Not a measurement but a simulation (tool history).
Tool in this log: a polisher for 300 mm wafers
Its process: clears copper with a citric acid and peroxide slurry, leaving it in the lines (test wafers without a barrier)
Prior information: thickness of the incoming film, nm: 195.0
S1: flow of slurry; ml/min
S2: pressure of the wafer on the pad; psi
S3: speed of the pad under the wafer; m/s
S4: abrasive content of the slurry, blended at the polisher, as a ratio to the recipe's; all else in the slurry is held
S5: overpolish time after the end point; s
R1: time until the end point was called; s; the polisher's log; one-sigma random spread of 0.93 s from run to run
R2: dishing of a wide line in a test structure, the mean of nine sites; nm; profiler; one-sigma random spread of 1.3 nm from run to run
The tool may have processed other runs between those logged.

run,hour,S1,S2,S3,S4,S5,R1,R2
1,0.0,210,2.5,1.42,1.00,15,78.704,29.996
2,3.7,245,2.5,1.42,1.00,15,78.957,30.571
3,10.7,245,2.5,1.42,1.20,15,73.777,31.881
4,18.6,270,2.5,1.42,1.20,15,73.398,31.761
# hour 23.1: worn pad replaced by a new one
5,23.1,270,2.5,1.42,1.05,15,68.645,34.302
6,31.7,250,2.5,1.42,1.05,15,70.869,33.176

Run 7 comes next. What will it give?
7,39.6,250,2.5,1.42,1.05,15,?,?

R1: 69.274 s
R2: 34.129 nm
